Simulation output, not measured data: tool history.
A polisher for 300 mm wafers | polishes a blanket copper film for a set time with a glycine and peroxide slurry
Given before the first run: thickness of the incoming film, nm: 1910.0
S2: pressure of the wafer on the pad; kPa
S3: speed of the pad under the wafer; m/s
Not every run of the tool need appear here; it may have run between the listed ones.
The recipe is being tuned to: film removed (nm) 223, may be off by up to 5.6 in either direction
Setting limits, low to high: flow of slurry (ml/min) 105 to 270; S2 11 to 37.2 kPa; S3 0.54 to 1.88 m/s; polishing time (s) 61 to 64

run 1 hour=0 | flow_of_slurry_(ml/min)=175 S2=24.1 S3=1.2 polishing_time_(s)=61 | film_removed_(nm)=394.81
run 2 hour=6.6 | flow_of_slurry_(ml/min)=140 S2=24.1 S3=1.2 polishing_time_(s)=61 | film_removed_(nm)=382.12
run 3 hour=7.5 | flow_of_slurry_(ml/min)=135 S2=20 S3=1.18 polishing_time_(s)=61 | film_removed_(nm)=319.34
run 4 hour=8.2 | flow_of_slurry_(ml/min)=135 S2=20 S3=1.18 polishing_time_(s)=64 | film_removed_(nm)=333.11
run 5 hour=14 | flow_of_slurry_(ml/min)=135 S2=20 S3=1.18 polishing_time_(s)=61 | film_removed_(nm)=321.31
run 6 hour=17.2 | flow_of_slurry_(ml/min)=135 S2=20 S3=1.32 polishing_time_(s)=61 | film_removed_(nm)=346.14
run 7 hour=20.8 | flow_of_slurry_(ml/min)=130 S2=17.2 S3=1.28 polishing_time_(s)=61 | film_removed_(nm)=295.96
run 8 hour=21.7 | flow_of_slurry_(ml/min)=115 S2=11 S3=1.26 polishing_time_(s)=61 | film_removed_(nm)=198.06

Exactly one of the 5 candidate moves below puts every result within its allowed miss. Which one?
run A hour=22.6 | flow_of_slurry_(ml/min)=105 S2=13.1 S3=1.38 polishing_time_(s)=61 | film_removed_(nm)=?
run B hour=22.6 | flow_of_slurry_(ml/min)=105 S2=12.4 S3=0.84 polishing_time_(s)=63 | film_removed_(nm)=?
run C hour=22.6 | flow_of_slurry_(ml/min)=105 S2=13.8 S3=1.16 polishing_time_(s)=61 | film_removed_(nm)=?
run D hour=22.6 | flow_of_slurry_(ml/min)=105 S2=11 S3=1.06 polishing_time_(s)=61 | film_removed_(nm)=?
run E hour=22.6 | flow_of_slurry_(ml/min)=120 S2=11 S3=1.26 polishing_time_(s)=63 | film_removed_(nm)=?

move=A film_removed_(nm)=240.39
move=B film_removed_(nm)=175.42
move=C film_removed_(nm)=223.38
move=D film_removed_(nm)=177.83
move=E film_removed_(nm)=208.96
A: takes the result that was furthest off past its target
B: further off than the last run
C: meets every target
D: further off than the last run
E: nearer than the last run, and not there yet
Answer: C
